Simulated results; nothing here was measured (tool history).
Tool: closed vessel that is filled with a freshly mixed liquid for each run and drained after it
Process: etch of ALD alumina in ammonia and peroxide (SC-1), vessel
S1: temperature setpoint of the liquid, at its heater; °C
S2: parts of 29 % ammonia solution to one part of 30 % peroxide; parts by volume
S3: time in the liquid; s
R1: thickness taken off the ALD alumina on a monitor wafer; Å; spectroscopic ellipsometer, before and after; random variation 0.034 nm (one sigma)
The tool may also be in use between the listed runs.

run,hour,S1,S2,S3,R1
1,0,56,0.4,100,87.057
2,4,56,0.4,105,91.306
3,11.7,56,0.5,105,93.786
4,12.8,56,0.4,105,91.231
5,19.4,58.5,0.4,105,103.88
6,21.9,58.5,0.5,105,107.81

The next listed run, before its measurement:
# hour 26.3: new drum of ammonia solution connected
7,26.3,56,0.5,105,?

R1: 93.672 Å
